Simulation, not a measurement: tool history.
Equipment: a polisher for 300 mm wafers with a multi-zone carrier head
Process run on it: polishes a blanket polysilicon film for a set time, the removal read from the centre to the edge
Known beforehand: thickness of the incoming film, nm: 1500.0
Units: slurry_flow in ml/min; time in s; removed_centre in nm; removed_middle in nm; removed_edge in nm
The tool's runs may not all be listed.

run	hour	slurry_flow	centre_zone	middle_zone	edge_zone	time	removed_centre	removed_middle	removed_edge
1	0	255	1	1	1	57	606.62	596.74	591.21
2	4.5	255	1	0.94	1	57	600.89	572.21	578.96
3	6.4	255	0.96	0.94	1	57	577.29	583.21	584.47
4	9.3	255	0.96	0.94	1	47	474.32	464.86	490.53
5	14.2	255	0.96	0.94	0.93	47	475.77	465.26	462.66
6	19.2	260	0.99	0.98	0.99	51	527.39	528.68	510.44
7	24.2	250	1	0.99	1.02	55	578.66	573.48	563.65

The next listed run, before its measurement:
8	25.5	255	1.01	0.99	1.06	57	?	?	?

Logged for run 8: removed_centre 616.04 nm, removed_middle 591.38 nm, removed_edge 613.55 nm.

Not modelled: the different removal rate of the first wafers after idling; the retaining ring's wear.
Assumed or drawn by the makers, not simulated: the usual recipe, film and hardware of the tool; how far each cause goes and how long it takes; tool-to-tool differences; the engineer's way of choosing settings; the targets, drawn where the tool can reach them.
